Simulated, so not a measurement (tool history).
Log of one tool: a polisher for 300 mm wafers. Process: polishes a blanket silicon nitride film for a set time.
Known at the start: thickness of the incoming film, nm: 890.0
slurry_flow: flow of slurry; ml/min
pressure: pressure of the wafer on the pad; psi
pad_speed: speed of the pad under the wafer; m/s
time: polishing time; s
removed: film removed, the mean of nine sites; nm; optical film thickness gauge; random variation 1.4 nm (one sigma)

run 1 hour=0.0 | slurry_flow=195 pressure=4.6 pad_speed=0.96 time=106 | removed=199.31
run 2 hour=1.9 | slurry_flow=195 pressure=5.4 pad_speed=0.96 time=106 | removed=229.08
run 3 hour=4.1 | slurry_flow=195 pressure=5.4 pad_speed=0.96 time=112 | removed=243.42
run 4 hour=9.8 | slurry_flow=195 pressure=5.0 pad_speed=0.94 time=112 | removed=224.19
run 5 hour=12.9 | slurry_flow=195 pressure=5.0 pad_speed=0.94 time=106 | removed=210.52
run 6 hour=18.0 | slurry_flow=195 pressure=5.0 pad_speed=0.94 time=112 | removed=224.15
run 7 hour=23.5 | slurry_flow=195 pressure=4.6 pad_speed=0.92 time=112 | removed=200.17
run 8 hour=30.9 | slurry_flow=195 pressure=4.3 pad_speed=0.92 time=112 | removed=191.43

Run 9 comes next. What will it give?
run 9 hour=32.4 | slurry_flow=195 pressure=4.0 pad_speed=0.92 time=112 | removed=?

Run 9 gave removed 177.23 nm.
